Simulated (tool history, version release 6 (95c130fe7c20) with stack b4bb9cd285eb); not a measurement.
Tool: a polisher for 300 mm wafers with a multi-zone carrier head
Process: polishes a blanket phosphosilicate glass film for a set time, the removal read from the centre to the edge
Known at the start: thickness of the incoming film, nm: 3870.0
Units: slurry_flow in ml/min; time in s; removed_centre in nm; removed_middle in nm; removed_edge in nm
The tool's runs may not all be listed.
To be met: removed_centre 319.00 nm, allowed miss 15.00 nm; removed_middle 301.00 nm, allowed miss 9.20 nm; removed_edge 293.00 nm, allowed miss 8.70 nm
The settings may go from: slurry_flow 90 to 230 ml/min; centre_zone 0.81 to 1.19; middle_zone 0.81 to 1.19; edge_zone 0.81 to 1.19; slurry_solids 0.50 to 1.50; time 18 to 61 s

Run 1, hour 0.0: slurry_flow 150 ml/min, centre_zone 1.00, middle_zone 1.00, edge_zone 1.00, slurry_solids 1.00, time 39 s. Result: removed_centre 459.85 nm, removed_middle 440.05 nm, removed_edge 451.76 nm.
Run 2, hour 5.8: slurry_flow 150 ml/min, centre_zone 1.05, middle_zone 1.00, edge_zone 1.00, slurry_solids 1.00, time 39 s. Result: removed_centre 485.95 nm, removed_middle 435.71 nm, removed_edge 443.72 nm.
Run 3, hour 12.7: slurry_flow 150 ml/min, centre_zone 0.98, middle_zone 1.00, edge_zone 1.00, slurry_solids 1.00, time 39 s. Result: removed_centre 444.01 nm, removed_middle 435.57 nm, removed_edge 447.51 nm.
Run 4, hour 14.8: slurry_flow 150 ml/min, centre_zone 0.98, middle_zone 1.00, edge_zone 1.05, slurry_solids 1.00, time 39 s. Result: removed_centre 440.84 nm, removed_middle 434.61 nm, removed_edge 457.73 nm.
Run 5, hour 19.7: slurry_flow 150 ml/min, centre_zone 0.98, middle_zone 1.00, edge_zone 1.01, slurry_solids 1.00, time 39 s. Result: removed_centre 453.31 nm, removed_middle 440.05 nm, removed_edge 443.91 nm.
Run 6, hour 28.2: slurry_flow 150 ml/min, centre_zone 0.98, middle_zone 1.00, edge_zone 1.01, slurry_solids 1.15, time 39 s. Result: removed_centre 482.77 nm, removed_middle 478.48 nm, removed_edge 474.96 nm.
Run 7, hour 35.8: slurry_flow 135 ml/min, centre_zone 0.95, middle_zone 1.00, edge_zone 0.91, slurry_solids 0.90, time 35 s. Result: removed_centre 358.70 nm, removed_middle 361.11 nm, removed_edge 362.67 nm.
Run 8, hour 38.7: slurry_flow 135 ml/min, centre_zone 0.97, middle_zone 1.01, edge_zone 0.88, slurry_solids 0.80, time 35 s. Result: removed_centre 339.27 nm, removed_middle 338.82 nm, removed_edge 322.14 nm.
Run 9, hour 42.4: slurry_flow 125 ml/min, centre_zone 0.97, middle_zone 1.00, edge_zone 0.86, slurry_solids 0.80, time 35 s. Result: removed_centre 330.36 nm, removed_middle 327.69 nm, removed_edge 318.86 nm.

Which of these 5 next moves meets every target?
Run A, hour 46.1: slurry_flow 120 ml/min, centre_zone 1.00, middle_zone 0.99, edge_zone 0.82, slurry_solids 0.75, time 34 s. Result: removed_centre ?, removed_middle ?, removed_edge ?.
Run B, hour 46.1: slurry_flow 115 ml/min, centre_zone 0.97, middle_zone 0.86, edge_zone 0.92, slurry_solids 0.95, time 30 s. Result: removed_centre ?, removed_middle ?, removed_edge ?.
Run C, hour 46.1: slurry_flow 125 ml/min, centre_zone 1.15, middle_zone 1.01, edge_zone 0.88, slurry_solids 0.85, time 30 s. Result: removed_centre ?, removed_middle ?, removed_edge ?.
Run D, hour 46.1: slurry_flow 165 ml/min, centre_zone 1.19, middle_zone 1.12, edge_zone 0.81, slurry_solids 0.75, time 31 s. Result: removed_centre ?, removed_middle ?, removed_edge ?.
Run E, hour 46.1: slurry_flow 105 ml/min, centre_zone 1.02, middle_zone 0.89, edge_zone 0.89, slurry_solids 0.70, time 42 s. Result: removed_centre ?, removed_middle ?, removed_edge ?.

move  removed_centre  removed_middle  removed_edge
   A          317.06          294.89        289.08
   B          322.66          277.66        314.15
   C          357.77          293.99        288.67
   D          359.98          308.92        270.13
   E          366.96          308.96        338.62
A: meets every target
B: nearer than the last run, and not there yet
C: brings the result that was furthest off to its target, and leaves another outside
D: takes the result that was furthest off past its target
E: further off than the last run
The right move is A.

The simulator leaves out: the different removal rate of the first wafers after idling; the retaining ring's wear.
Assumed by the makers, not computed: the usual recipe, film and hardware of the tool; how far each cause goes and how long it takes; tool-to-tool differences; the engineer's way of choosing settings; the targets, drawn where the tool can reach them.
